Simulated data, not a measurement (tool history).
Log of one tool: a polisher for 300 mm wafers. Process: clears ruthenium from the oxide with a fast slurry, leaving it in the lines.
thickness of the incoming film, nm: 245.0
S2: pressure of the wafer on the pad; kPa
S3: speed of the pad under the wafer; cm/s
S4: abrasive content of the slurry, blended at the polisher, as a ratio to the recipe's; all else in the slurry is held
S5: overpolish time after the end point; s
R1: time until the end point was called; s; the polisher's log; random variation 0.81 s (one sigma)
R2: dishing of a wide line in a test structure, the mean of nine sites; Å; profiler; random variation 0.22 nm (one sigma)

{"run": 1, "hour": 0.0, "flow of slurry (ml/min)": 170, "S2": 13.8, "S3": 106, "S4": 1, "S5": 9, "R1": 83.836, "R2": 199.34}
{"run": 2, "hour": 5.5, "flow of slurry (ml/min)": 170, "S2": 13.8, "S3": 106, "S4": 1.2, "S5": 9, "R1": 78.551, "R2": 214.48}
{"run": 3, "hour": 6.9, "flow of slurry (ml/min)": 175, "S2": 13.8, "S3": 106, "S4": 1.2, "S5": 9, "R1": 78.506, "R2": 212.34}
{"run": 4, "hour": 8.8, "flow of slurry (ml/min)": 175, "S2": 13.8, "S3": 106, "S4": 1.2, "S5": 6, "R1": 78.648, "R2": 145.41}
{"run": 5, "hour": 9.6, "flow of slurry (ml/min)": 175, "S2": 13.8, "S3": 106, "S4": 1.2, "S5": 3, "R1": 78.797, "R2": 76.138}
{"run": 6, "hour": 17.0, "flow of slurry (ml/min)": 145, "S2": 13.8, "S3": 106, "S4": 1.2, "S5": 3, "R1": 79.775, "R2": 72.449}
{"run": 7, "hour": 20.1, "flow of slurry (ml/min)": 135, "S2": 15.2, "S3": 106, "S4": 1.2, "S5": 7, "R1": 76.843, "R2": 176.59}

The next listed run, before its measurement:
{"run": 8, "hour": 23.8, "flow of slurry (ml/min)": 140, "S2": 15.2, "S3": 106, "S4": 1.2, "S5": 7, "R1": "?", "R2": "?"}

R1: 75.309 s
R2: 174.97 Å

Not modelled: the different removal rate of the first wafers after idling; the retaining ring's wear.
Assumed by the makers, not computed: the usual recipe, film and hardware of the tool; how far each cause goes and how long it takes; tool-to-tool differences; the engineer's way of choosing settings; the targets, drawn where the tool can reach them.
